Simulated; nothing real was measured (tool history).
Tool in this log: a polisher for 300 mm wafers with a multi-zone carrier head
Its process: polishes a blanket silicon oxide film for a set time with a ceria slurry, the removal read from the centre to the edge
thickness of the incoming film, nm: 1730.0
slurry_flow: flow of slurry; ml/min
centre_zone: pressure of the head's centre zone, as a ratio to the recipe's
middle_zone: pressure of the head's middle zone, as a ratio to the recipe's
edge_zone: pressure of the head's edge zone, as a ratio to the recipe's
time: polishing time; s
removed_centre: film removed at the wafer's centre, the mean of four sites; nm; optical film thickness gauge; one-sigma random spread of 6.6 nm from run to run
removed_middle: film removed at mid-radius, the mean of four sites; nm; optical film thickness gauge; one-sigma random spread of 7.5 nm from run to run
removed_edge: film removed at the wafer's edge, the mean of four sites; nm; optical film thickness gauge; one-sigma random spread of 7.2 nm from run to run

run  hour  slurry_flow  centre_zone  middle_zone  edge_zone  time  removed_centre  removed_middle  removed_edge
  1     0          165            1            1          1    47          387.28          396.19        387.18
  2   5.5          175         1.03         1.02       1.02    49           422.8          420.63         406.2
  3  12.9          180         1.05         1.03       1.03    51          441.66          440.13        430.16
  4  18.3          185         1.08         1.05       1.03    52          476.77          464.06        434.01
  5  19.1          185         1.12         1.05       1.03    52           492.8          460.31        429.89
  6  22.6          185         1.12         1.05       1.07    52          483.53          448.78         439.8

Run 7 comes next. What will it give?
  7  23.6          195         1.12         1.06       1.07    53               ?               ?             ?

Run 7 came out at removed_centre 500.74 nm, removed_middle 472.93 nm, removed_edge 461.93 nm.

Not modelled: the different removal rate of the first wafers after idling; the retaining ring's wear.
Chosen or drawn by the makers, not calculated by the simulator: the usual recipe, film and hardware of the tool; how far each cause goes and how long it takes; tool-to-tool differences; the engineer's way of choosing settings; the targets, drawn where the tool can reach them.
